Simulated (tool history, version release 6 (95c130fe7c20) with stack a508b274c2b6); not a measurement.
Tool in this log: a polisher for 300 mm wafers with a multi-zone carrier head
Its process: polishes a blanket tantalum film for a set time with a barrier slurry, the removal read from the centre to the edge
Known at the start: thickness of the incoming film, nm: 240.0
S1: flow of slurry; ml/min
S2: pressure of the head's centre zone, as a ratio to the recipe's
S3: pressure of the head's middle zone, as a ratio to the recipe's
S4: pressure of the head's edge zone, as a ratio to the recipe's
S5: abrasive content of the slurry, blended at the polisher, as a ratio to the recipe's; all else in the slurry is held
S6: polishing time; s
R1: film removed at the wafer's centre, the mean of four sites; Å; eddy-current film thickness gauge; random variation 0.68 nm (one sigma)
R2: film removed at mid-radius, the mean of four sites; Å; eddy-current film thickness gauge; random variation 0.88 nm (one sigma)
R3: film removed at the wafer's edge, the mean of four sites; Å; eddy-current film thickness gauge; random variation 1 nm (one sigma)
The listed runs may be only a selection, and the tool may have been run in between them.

run  hour   S1    S2    S3    S4    S5  S6       R1       R2      R3
  1   0.0  305  1.00  1.00  1.00  1.00  38  1013.10  1034.40  967.30
  2   3.1  305  0.97  0.99  0.98  0.90  37   922.58   957.95  908.90
  3  10.8  305  0.95  0.99  0.96  0.80  36   824.37   873.78  805.35
  4  11.5  300  0.93  0.97  0.94  0.80  36   808.22   874.71  810.99
  5  16.3  300  0.86  0.97  0.94  0.80  36   771.01   871.90  791.95
  6  16.8  300  0.85  0.95  0.92  0.75  36   741.59   808.14  793.79
  7  18.1  300  0.85  0.96  0.90  0.70  36   715.80   808.35  728.36

Estimate the outcome of run 8 from the log above:
  8  24.2  300  0.85  0.95  0.89  0.70  36   ?   ?   ?

{"run 8": {"R1": 713.25, "R2": 808.35, "R3": 728.63}}

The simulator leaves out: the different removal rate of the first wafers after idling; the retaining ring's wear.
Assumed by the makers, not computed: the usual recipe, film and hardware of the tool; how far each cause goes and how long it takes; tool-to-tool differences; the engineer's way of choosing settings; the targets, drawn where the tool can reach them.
